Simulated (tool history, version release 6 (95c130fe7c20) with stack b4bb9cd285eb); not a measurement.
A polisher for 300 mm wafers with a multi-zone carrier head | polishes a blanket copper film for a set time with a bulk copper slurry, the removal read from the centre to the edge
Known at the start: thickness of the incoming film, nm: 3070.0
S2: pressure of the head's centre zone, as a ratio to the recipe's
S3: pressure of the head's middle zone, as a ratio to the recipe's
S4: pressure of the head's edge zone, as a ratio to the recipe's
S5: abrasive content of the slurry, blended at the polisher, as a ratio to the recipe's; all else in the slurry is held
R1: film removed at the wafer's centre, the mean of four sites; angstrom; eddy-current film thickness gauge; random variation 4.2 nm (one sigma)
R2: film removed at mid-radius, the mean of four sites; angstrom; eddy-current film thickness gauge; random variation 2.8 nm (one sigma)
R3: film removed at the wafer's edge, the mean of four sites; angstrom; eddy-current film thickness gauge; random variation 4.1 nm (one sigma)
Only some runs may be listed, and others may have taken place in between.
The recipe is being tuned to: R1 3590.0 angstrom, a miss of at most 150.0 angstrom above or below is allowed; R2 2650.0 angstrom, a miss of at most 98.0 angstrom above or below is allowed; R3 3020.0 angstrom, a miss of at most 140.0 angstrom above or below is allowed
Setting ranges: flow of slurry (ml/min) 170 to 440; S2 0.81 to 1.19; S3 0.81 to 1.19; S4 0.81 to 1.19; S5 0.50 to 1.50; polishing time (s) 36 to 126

{"run": 1, "hour": 0.0, "flow of slurry (ml/min)": 280, "S2": 1.0, "S3": 1.0, "S4": 1.0, "S5": 1.0, "polishing time (s)": 81, "R1": 5478.0, "R2": 5026.8, "R3": 5023.1}
{"run": 2, "hour": 4.0, "flow of slurry (ml/min)": 280, "S2": 1.0, "S3": 1.0, "S4": 1.04, "S5": 1.0, "polishing time (s)": 81, "R1": 5531.4, "R2": 5060.4, "R3": 5070.1}
{"run": 3, "hour": 6.8, "flow of slurry (ml/min)": 245, "S2": 1.0, "S3": 1.0, "S4": 1.04, "S5": 1.0, "polishing time (s)": 81, "R1": 5450.1, "R2": 4999.5, "R3": 5140.1}
{"run": 4, "hour": 15.0, "flow of slurry (ml/min)": 250, "S2": 1.02, "S3": 0.96, "S4": 1.02, "S5": 0.85, "polishing time (s)": 71, "R1": 4842.1, "R2": 4137.2, "R3": 4367.8}
{"run": 5, "hour": 23.0, "flow of slurry (ml/min)": 185, "S2": 1.02, "S3": 0.96, "S4": 1.02, "S5": 0.85, "polishing time (s)": 71, "R1": 4634.2, "R2": 3953.5, "R3": 4231.4}
{"run": 6, "hour": 32.0, "flow of slurry (ml/min)": 185, "S2": 1.03, "S3": 0.93, "S4": 0.99, "S5": 0.75, "polishing time (s)": 65, "R1": 4194.8, "R2": 3499.6, "R3": 3806.5}
{"run": 7, "hour": 33.0, "flow of slurry (ml/min)": 185, "S2": 1.05, "S3": 0.9, "S4": 0.97, "S5": 0.65, "polishing time (s)": 61, "R1": 3917.6, "R2": 3130.5, "R3": 3524.4}
{"run": 8, "hour": 38.0, "flow of slurry (ml/min)": 185, "S2": 1.07, "S3": 0.89, "S4": 0.94, "S5": 0.6, "polishing time (s)": 59, "R1": 3893.5, "R2": 2991.8, "R3": 3284.3}
{"hour": 46.0, "done": "centre zone pressure recalibrated"}
{"run": 9, "hour": 46.0, "flow of slurry (ml/min)": 185, "S2": 1.07, "S3": 0.87, "S4": 0.93, "S5": 0.55, "polishing time (s)": 58, "R1": 3522.9, "R2": 2834.5, "R3": 3152.4}
{"run": 10, "hour": 50.0, "flow of slurry (ml/min)": 185, "S2": 1.09, "S3": 0.86, "S4": 0.92, "S5": 0.55, "polishing time (s)": 58, "R1": 3530.5, "R2": 2861.0, "R3": 3105.4}

Exactly one of the 5 candidate moves below puts every result within its allowed miss. Which one?
{"run": "A", "hour": 54.0, "flow of slurry (ml/min)": 170, "S2": 1.19, "S3": 0.89, "S4": 1.01, "S5": 0.6, "polishing time (s)": 53, "R1": "?", "R2": "?", "R3": "?"}
{"run": "B", "hour": 54.0, "flow of slurry (ml/min)": 200, "S2": 1.07, "S3": 0.92, "S4": 0.83, "S5": 0.55, "polishing time (s)": 57, "R1": "?", "R2": "?", "R3": "?"}
{"run": "C", "hour": 54.0, "flow of slurry (ml/min)": 300, "S2": 1.1, "S3": 0.97, "S4": 0.81, "S5": 0.6, "polishing time (s)": 49, "R1": "?", "R2": "?", "R3": "?"}
{"run": "D", "hour": 54.0, "flow of slurry (ml/min)": 175, "S2": 1.1, "S3": 0.9, "S4": 0.9, "S5": 0.5, "polishing time (s)": 54, "R1": "?", "R2": "?", "R3": "?"}
{"run": "E", "hour": 54.0, "flow of slurry (ml/min)": 440, "S2": 1.0, "S3": 0.96, "S4": 0.81, "S5": 0.75, "polishing time (s)": 49, "R1": "?", "R2": "?", "R3": "?"}

move=A R1=3574.5 R2=2642.2 R3=3005.5
move=B R1=3500.3 R2=2953.6 R3=2965.9
move=C R1=3275.2 R2=2793.4 R3=2627.8
move=D R1=3311.7 R2=2674.1 R3=2849.5
move=E R1=3157.8 R2=2932.1 R3=2762.6
A: every result within its allowed miss
B: lands further from the targets than the last run did
C: lands further from the targets than the last run did
D: gets the furthest-off result to its target, but another result is out of tolerance
E: lands further from the targets than the last run did
A is the move that brings every result within its allowed miss.
